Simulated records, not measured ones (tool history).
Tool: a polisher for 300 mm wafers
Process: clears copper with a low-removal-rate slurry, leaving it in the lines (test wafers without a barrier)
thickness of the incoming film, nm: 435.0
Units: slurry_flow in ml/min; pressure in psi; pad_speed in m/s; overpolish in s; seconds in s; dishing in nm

run,hour,slurry_flow,pressure,pad_speed,slurry_solids,overpolish,seconds,dishing
1,0,235,2.8,1.38,1,25,117.62,54.252
2,6.1,235,2.7,1.46,1,21,116.71,45.123
3,11.5,290,2.7,1.46,1,21,112.92,46.904
4,17.7,290,2.7,1.46,1.2,21,109.29,49.032
5,23.7,290,2.7,1.56,1.05,18,103.24,42.656
6,32.6,290,2.7,1.6,1.05,16,106.38,40.843
7,35.5,305,2.7,1.7,0.95,14,104.09,37.124

Run 8 comes next. What will it give?
8,43,355,3.1,1.88,0.7,8,?,?

Run 8 gave seconds 84.871 s, dishing 26.625 nm.

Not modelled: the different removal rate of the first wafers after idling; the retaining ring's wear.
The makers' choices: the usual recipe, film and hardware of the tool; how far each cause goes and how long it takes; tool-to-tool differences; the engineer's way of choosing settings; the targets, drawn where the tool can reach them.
